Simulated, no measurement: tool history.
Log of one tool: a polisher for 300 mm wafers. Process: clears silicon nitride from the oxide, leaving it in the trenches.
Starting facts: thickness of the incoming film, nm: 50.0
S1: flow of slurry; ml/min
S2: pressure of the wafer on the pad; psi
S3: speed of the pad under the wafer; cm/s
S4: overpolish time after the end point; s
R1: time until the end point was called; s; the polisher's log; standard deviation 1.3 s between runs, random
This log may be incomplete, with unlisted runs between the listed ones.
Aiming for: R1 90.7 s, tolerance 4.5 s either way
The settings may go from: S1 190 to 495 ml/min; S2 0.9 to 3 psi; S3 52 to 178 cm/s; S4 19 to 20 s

run    day   S1   S2   S3  S4      R1
  1      0  320  1.9  114  19  70.995
  2  0.029  320  1.8  114  19   74.43
  3  0.379  320  2.1  114  19   63.07
  4  0.442  320    2  114  19  67.515
  5  0.546  320  2.4  114  19  57.311
  6    0.8  260  2.4  114  19  57.205
  7  1.104  260  2.2  114  19  64.154
  8  1.329  260  2.1  114  19  67.125
  9  1.675  260    2  114  19  67.481
 10  2.038  260  1.9  114  19  71.272
 11  2.162  260  1.8  114  19  73.478
 12  2.262  260  1.7  114  19  80.548
 13  2.304  260  1.6  114  19  82.994

Which of these 5 next moves meets every target?
  A  2.346  190  2.3   82  19   ?
  B  2.346  280  1.8  102  19   ?
  C  2.346  260  1.4  122  19   ?
  D  2.346  300  1.2  124  19   ?
  E  2.346  305  1.8  108  19   ?

move      R1
   A  80.191
   B  81.801
   C  90.173
   D  100.01
   E  77.869
A: its largest miss is bigger than the last run's
B: its largest miss is bigger than the last run's
C: all results in spec
D: moves the result that the last run missed by most past its target, out the other side
E: its largest miss is bigger than the last run's
C is the move that brings every result within its allowed miss.
